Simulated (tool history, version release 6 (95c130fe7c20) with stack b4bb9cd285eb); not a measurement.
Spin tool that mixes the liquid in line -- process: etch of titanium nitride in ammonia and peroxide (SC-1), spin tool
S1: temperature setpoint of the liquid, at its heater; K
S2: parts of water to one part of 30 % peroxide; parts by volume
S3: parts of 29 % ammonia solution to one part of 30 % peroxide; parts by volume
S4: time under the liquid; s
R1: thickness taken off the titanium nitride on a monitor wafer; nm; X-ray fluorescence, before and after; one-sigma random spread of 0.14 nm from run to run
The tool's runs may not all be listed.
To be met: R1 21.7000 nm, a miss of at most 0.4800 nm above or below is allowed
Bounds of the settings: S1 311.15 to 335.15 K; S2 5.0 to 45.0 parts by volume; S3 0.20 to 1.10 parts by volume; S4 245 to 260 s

run 1 hour=0.0 | S1=319.15 S2=25.0 S3=0.60 S4=245 | R1=6.9428
run 2 hour=4.9 | S1=319.15 S2=25.0 S3=0.80 S4=245 | R1=7.2908
run 3 hour=8.9 | S1=319.15 S2=33.0 S3=0.80 S4=245 | R1=6.2967
run 4 hour=16.3 | S1=319.15 S2=40.0 S3=0.80 S4=245 | R1=5.6079
run 5 hour=17.5 | S1=314.15 S2=40.0 S3=0.80 S4=245 | R1=3.8245
run 6 hour=23.5 | S1=314.15 S2=40.0 S3=0.80 S4=245 | R1=3.8669
run 7 hour=32.3 | S1=321.65 S2=36.5 S3=0.80 S4=245 | R1=7.0552
-- hour=35.7 heated supply line repaired
run 8 hour=35.7 | S1=326.15 S2=33.5 S3=0.80 S4=245 | R1=11.7160
run 9 hour=39.5 | S1=328.65 S2=33.5 S3=0.80 S4=245 | R1=13.8570
run 10 hour=46.1 | S1=330.65 S2=33.5 S3=0.80 S4=245 | R1=15.6780

Exercise: of the 5 proposed moves below, exactly one satisfies all targets within the stated allowed misses. Which move is it?
run A hour=52.7 | S1=328.65 S2=38.0 S3=0.85 S4=245 | R1=?
run B hour=52.7 | S1=334.15 S2=39.5 S3=0.90 S4=245 | R1=?
run C hour=52.7 | S1=333.15 S2=28.0 S3=0.75 S4=260 | R1=?
run D hour=52.7 | S1=333.65 S2=36.5 S3=0.70 S4=260 | R1=?
run E hour=52.7 | S1=325.65 S2=29.5 S3=1.10 S4=260 | R1=?

move=A R1=12.9150
move=B R1=18.3810
move=C R1=21.4810
move=D R1=18.8420
move=E R1=13.5260
A: lands further from the targets than the last run did
B: closer than the last run, but not yet in spec
C: every result lands within tolerance
D: closer than the last run, but not yet in spec
E: lands further from the targets than the last run did
C meets every target.
